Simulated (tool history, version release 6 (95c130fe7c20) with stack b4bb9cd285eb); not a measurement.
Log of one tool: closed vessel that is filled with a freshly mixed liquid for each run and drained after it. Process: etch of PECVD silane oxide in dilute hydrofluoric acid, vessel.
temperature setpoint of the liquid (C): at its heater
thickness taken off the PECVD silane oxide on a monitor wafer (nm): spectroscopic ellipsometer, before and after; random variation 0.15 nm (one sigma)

run  hour  temperature setpoint of the liquid (C)  parts of water to one part of 49 % hydrofluoric acid (parts by volume)  time in the liquid (s)  thickness taken off the PECVD silane oxide on a monitor wafer (nm)
  1     0                                      22                                                                      40                      35                                                              31.136
  2   7.8                                    20.5                                                                      45                      35                                                              25.478
  3  17.1                                    20.5                                                                      45                      35                                                              25.591
  4  24.6                                    19.5                                                                      50                      35                                                              22.185
  5    32                                    19.5                                                                      55                      35                                                              19.922
  6    38                                    17.5                                                                      55                      35                                                              18.137
  7  44.9                                      17                                                                      55                      35                                                              17.561
  8  50.1                                      17                                                                      55                      30                                                              15.289
  9  53.1                                    17.5                                                                      55                      30                                                              15.781

Run 10 comes next. What will it give?
 10  57.3                                      18                                                                      55                      30                                                                   ?

{"run 10": {"thickness taken off the PECVD silane oxide on a monitor wafer (nm)": 15.638}}
